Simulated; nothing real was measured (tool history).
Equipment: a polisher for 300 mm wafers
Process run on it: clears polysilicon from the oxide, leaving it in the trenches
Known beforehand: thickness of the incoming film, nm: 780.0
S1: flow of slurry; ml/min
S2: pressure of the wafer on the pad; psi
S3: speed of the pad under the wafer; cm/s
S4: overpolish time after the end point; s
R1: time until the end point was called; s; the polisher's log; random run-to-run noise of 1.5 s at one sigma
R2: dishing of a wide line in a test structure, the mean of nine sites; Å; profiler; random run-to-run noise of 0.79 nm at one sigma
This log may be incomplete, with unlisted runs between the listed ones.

run 1 hour=0.0 | S1=170 S2=3.4 S3=90 S4=12 | R1=46.414 R2=341.38
run 2 hour=1.9 | S1=170 S2=4.1 S3=90 S4=12 | R1=38.343 R2=335.57
run 3 hour=5.0 | S1=170 S2=4.1 S3=110 S4=12 | R1=31.691 R2=351.62
run 4 hour=5.6 | S1=210 S2=4.1 S3=110 S4=12 | R1=31.559 R2=326.85
run 5 hour=7.6 | S1=210 S2=4.1 S3=110 S4=7 | R1=30.754 R2=329.74
run 6 hour=12.6 | S1=210 S2=4.9 S3=110 S4=7 | R1=26.033 R2=335.96
run 7 hour=19.3 | S1=190 S2=4.3 S3=98 S4=9 | R1=33.699 R2=330.76

Predict the results of run 8:
run 8 hour=27.6 | S1=170 S2=3.3 S3=72 S4=6 | R1=? R2=?

{"run 8": {"R1": 61.029, "R2": 285.8}}

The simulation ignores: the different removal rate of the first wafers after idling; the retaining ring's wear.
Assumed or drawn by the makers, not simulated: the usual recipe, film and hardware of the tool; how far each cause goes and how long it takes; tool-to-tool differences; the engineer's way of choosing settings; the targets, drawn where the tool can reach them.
